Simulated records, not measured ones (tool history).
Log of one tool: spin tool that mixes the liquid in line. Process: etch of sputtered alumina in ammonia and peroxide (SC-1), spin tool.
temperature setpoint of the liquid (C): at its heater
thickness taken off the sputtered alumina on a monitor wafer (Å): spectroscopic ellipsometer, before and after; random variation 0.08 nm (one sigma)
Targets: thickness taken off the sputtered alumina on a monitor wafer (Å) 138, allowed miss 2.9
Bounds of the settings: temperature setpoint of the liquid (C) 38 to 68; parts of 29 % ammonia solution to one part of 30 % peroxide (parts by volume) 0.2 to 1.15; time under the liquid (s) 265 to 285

run,hour,temperature setpoint of the liquid (C),parts of 29 % ammonia solution to one part of 30 % peroxide (parts by volume),time under the liquid (s),thickness taken off the sputtered alumina on a monitor wafer (Å)
1,0,52,0.65,265,157.34
2,6.3,51,0.65,265,147.6
3,11.4,46.5,0.65,265,114.98
4,20.2,46.5,0.65,265,115.28
5,26.7,46.5,0.65,265,116.15
6,28.7,46.5,0.65,265,115.35
7,30.1,47.5,0.65,265,122.25
8,35,48.5,0.65,265,128.64
9,41.1,49,0.65,265,133.08
10,48.2,49,0.65,265,133.39

Which of these 5 next moves meets every target?
A,55.3,47.5,0.6,285,?
B,55.3,49.5,0.45,265,?
C,55.3,47.5,0.55,285,?
D,55.3,47.5,1,270,?
E,55.3,48,0.75,285,?

move,thickness taken off the sputtered alumina on a monitor wafer (Å)
A,130.61
B,132.06
C,129.54
D,129.89
E,137.18
A: further off than the last run
B: further off than the last run
C: further off than the last run
D: further off than the last run
E: meets every target
Move E is the one to make.

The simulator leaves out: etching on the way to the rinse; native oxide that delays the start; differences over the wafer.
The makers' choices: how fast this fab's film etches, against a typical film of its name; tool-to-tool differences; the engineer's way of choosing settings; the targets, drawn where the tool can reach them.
